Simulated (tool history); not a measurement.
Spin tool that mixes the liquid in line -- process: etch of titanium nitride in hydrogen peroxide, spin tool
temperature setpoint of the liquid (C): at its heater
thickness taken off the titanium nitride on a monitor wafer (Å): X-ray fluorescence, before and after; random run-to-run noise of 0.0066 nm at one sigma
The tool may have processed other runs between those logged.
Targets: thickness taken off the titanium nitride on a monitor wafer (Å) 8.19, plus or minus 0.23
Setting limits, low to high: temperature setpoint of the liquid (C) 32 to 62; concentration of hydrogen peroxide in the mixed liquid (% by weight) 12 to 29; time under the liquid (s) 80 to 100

| run | day | temperature setpoint of the liquid (C) | concentration of hydrogen peroxide in the mixed liquid (% by weight) | time under the liquid (s) | thickness taken off the titanium nitride on a monitor wafer (Å) |
|---|---|---|---|---|---|
| 1 | 0 | 46 | 19.5 | 100 | 25.013 |
| 2 | 0.15 | 42.5 | 18.5 | 100 | 18.931 |
| 3 | 0.375 | 42.5 | 16 | 100 | 18.478 |
| 4 | 0.554 | 40 | 15.5 | 100 | 15.021 |
| 5 | 0.754 | 40 | 15.5 | 100 | 14.993 |
| 6 | 0.833 | 38 | 15.5 | 100 | 13.02 |
| 7 | 1.154 | 36.5 | 15.5 | 100 | 11.419 |
| 8 | 1.217 | 35.5 | 15.5 | 100 | 10.628 |
| 9 | 1.388 | 34.5 | 15.5 | 100 | 9.7508 |

5 next moves are on the table. One of them brings every result within its allowed miss. Which?
| A | 1.558 | 33 | 17 | 100 | ? |
| B | 1.558 | 33 | 12 | 100 | ? |
| C | 1.558 | 37.5 | 12 | 95 | ? |
| D | 1.558 | 35 | 12.5 | 80 | ? |
| E | 1.558 | 34.5 | 17.5 | 90 | ? |

| move | thickness taken off the titanium nitride on a monitor wafer (Å) |
|---|---|
| A | 8.7069 |
| B | 8.0927 |
| C | 10.985 |
| D | 7.6617 |
| E | 8.891 |
A: an improvement on the last run, though not all results are within tolerance
B: each result inside its tolerance
C: its largest miss is bigger than the last run's
D: moves the result that the last run missed by most past its target, out the other side
E: an improvement on the last run, though not all results are within tolerance
The right move is B.
